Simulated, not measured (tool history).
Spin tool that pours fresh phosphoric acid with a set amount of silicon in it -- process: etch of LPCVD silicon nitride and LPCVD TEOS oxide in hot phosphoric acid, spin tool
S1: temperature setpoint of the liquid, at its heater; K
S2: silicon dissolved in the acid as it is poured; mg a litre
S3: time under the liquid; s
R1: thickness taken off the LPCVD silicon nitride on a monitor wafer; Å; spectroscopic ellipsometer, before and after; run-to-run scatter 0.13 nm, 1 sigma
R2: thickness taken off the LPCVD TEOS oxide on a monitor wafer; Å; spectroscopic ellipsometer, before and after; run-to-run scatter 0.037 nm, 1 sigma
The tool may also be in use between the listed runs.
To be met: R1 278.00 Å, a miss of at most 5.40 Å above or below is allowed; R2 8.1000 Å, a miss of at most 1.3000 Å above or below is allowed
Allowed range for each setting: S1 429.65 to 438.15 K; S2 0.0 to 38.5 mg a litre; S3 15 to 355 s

Run 1, hour 0.0: S1 433.15 K, S2 17.0 mg a litre, S3 180 s. Result: R1 185.97 Å, R2 6.3966 Å.
Run 2, hour 7.3: S1 433.65 K, S2 19.0 mg a litre, S3 185 s. Result: R1 191.35 Å, R2 5.8921 Å.
Run 3, hour 10.1: S1 433.65 K, S2 10.5 mg a litre, S3 185 s. Result: R1 193.17 Å, R2 7.5704 Å.
Run 4, hour 11.5: S1 433.65 K, S2 14.0 mg a litre, S3 185 s. Result: R1 193.03 Å, R2 6.3995 Å.
Run 5, hour 19.3: S1 434.15 K, S2 13.5 mg a litre, S3 190 s. Result: R1 201.22 Å, R2 7.8471 Å.
Run 6, hour 25.6: S1 432.15 K, S2 13.5 mg a litre, S3 190 s. Result: R1 189.31 Å, R2 6.4885 Å.
Run 7, hour 28.1: S1 432.65 K, S2 15.5 mg a litre, S3 195 s. Result: R1 195.27 Å, R2 5.8360 Å.
Run 8, hour 33.5: S1 433.15 K, S2 17.0 mg a litre, S3 200 s. Result: R1 206.37 Å, R2 6.4656 Å.
Run 9, hour 40.0: S1 433.65 K, S2 18.5 mg a litre, S3 205 s. Result: R1 211.44 Å, R2 6.8702 Å.
Run 10, hour 45.1: S1 434.15 K, S2 20.0 mg a litre, S3 210 s. Result: R1 222.84 Å, R2 6.9542 Å.
Run 11, hour 49.0: S1 434.65 K, S2 21.5 mg a litre, S3 215 s. Result: R1 231.32 Å, R2 6.7379 Å.

Of the 5 settings listed for the next run, only one would bring every result within its allowed miss of target. Which one?
Run A, hour 52.9: S1 435.15 K, S2 15.0 mg a litre, S3 195 s. Result: R1 ?, R2 ?.
Run B, hour 52.9: S1 433.65 K, S2 29.5 mg a litre, S3 250 s. Result: R1 ?, R2 ?.
Run C, hour 52.9: S1 435.15 K, S2 23.0 mg a litre, S3 255 s. Result: R1 ?, R2 ?.
Run D, hour 52.9: S1 436.15 K, S2 32.5 mg a litre, S3 255 s. Result: R1 ?, R2 ?.
Run E, hour 52.9: S1 436.15 K, S2 7.5 mg a litre, S3 160 s. Result: R1 ?, R2 ?.

move      R1      R2
   A  213.15  8.4230
   B  259.92  6.1640
   C  278.74  8.8118
   D  288.15  6.6667
   E  180.80  8.8308
A: the biggest miss grows against the last run
B: gains on the last run, yet a result remains outside its allowed miss
C: all results in spec
D: pushes the last run's worst result past its target
E: the biggest miss grows against the last run
Correct choice: C, which meets every target

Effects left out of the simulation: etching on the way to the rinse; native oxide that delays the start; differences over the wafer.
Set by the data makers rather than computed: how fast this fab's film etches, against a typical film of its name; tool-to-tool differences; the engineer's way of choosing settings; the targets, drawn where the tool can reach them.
